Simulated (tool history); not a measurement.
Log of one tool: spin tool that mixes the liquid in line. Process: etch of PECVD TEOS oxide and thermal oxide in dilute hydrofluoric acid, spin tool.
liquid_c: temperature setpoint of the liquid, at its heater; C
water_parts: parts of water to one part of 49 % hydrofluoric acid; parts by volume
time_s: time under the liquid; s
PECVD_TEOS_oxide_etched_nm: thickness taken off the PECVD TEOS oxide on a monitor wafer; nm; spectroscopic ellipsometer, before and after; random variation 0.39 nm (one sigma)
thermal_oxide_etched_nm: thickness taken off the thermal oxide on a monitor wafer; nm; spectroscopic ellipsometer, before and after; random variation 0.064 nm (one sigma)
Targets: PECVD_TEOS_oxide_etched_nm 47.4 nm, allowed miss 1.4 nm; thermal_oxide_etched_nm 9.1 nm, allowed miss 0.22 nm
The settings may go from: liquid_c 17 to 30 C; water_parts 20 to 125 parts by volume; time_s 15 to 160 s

| run | day | liquid_c | water_parts | time_s | PECVD_TEOS_oxide_etched_nm | thermal_oxide_etched_nm |
|---|---|---|---|---|---|---|
| 1 | 0 | 22 | 70 | 80 | 23.9 | 4.5646 |
| 2 | 0.029 | 20.5 | 70 | 80 | 22.601 | 4.3269 |
| 3 | 0.304 | 17.5 | 70 | 80 | 19.738 | 3.7728 |
| 4 | 0.529 | 17.5 | 80 | 80 | 17.055 | 3.2491 |
| 5 | 0.612 | 17.5 | 80 | 55 | 11.703 | 2.2468 |
| 6 | 0.883 | 17.5 | 80 | 80 | 17.142 | 3.309 |
| 7 | 1.146 | 19.5 | 75 | 80 | 19.709 | 3.8609 |
| 8 | 1.204 | 21.5 | 70 | 80 | 23.198 | 4.4751 |
| 9 | 1.429 | 23 | 65 | 80 | 26.71 | 5.1665 |
| 10 | 1.488 | 24 | 60 | 80 | 30.915 | 5.8312 |
| 11 | 1.762 | 25 | 60 | 80 | 32.061 | 5.9977 |
| 12 | 2.017 | 25.5 | 55 | 80 | 36.035 | 6.9009 |
| 13 | 2.167 | 25.5 | 55 | 80 | 35.945 | 6.8415 |

Which of these 4 next moves meets every target?
| A | 2.317 | 21.5 | 40 | 95 | ? | ? |
| B | 2.317 | 26 | 45 | 90 | ? | ? |
| C | 2.317 | 27 | 50 | 90 | ? | ? |
| D | 2.317 | 18.5 | 55 | 150 | ? | ? |

| move | PECVD_TEOS_oxide_etched_nm | thermal_oxide_etched_nm |
|---|---|---|
| A | 51.002 | 9.5969 |
| B | 51.421 | 9.6757 |
| C | 47.849 | 9.0035 |
| D | 50.626 | 9.526 |
A: takes the result that was furthest off past its target
B: takes the result that was furthest off past its target
C: meets every target
D: takes the result that was furthest off past its target
The right move is C.

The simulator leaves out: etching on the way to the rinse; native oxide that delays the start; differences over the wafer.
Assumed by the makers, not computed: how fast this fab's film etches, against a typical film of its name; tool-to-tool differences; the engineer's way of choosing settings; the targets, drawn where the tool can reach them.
